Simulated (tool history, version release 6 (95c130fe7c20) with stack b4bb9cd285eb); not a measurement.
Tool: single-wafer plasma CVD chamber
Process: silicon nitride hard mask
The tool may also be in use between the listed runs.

run  hour  heater temperature setpoint (deg C)  chamber pressure (mTorr)  RF power (W)  deposition time (s)  mean film thickness on the monitor wafer (angstrom)
  1     0                                  420                      1900           255                 48.1                                               488.75
  2   0.6                                  420                      1750           250                 48.1                                                472.4
  3   6.3                                  420                      1750           265                 48.1                                               487.87
  4  14.5                                  420                      1620           260                 48.1                                               466.97
  5  16.2                                  420                      1620           260                 49.5                                               486.74
  6    19                                  420                      1520           255                 49.4                                               464.92
  7  22.7                                  420                      1440           255                 49.4                                               458.87
  8  24.1                                  420                      1380           250                 49.4                                               445.19
  9    32                                  420                      1140           240                 49.3                                               402.95
 10  34.5                                  420                      1170           240                 49.3                                               405.53

Forecast run 11:
 11  42.4                                  420                      1190           240                 49.3                                                    ?

Run 11 gave mean film thickness on the monitor wafer (angstrom) 409.38.
